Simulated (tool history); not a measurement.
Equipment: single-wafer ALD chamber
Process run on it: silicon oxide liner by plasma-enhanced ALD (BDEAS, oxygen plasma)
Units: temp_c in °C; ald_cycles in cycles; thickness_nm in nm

run	hour	temp_c	ald_cycles	thickness_nm
1	0	325	53	4.7275
2	8	319	53	4.7425
3	15.3	319	49	4.4043
4	24	319	55	4.9964
5	27.5	323	55	4.9115
6	33.3	323	51	4.5962
# hour 41.6: thermocouple changed; heater temperature recalibrated
7	41.6	323	48	4.2446
8	43.8	324	47	4.1835
9	44.3	324	46	4.0837

For run 10, what comes out?
10	51.8	324	45	?

thickness_nm: 3.962 nm
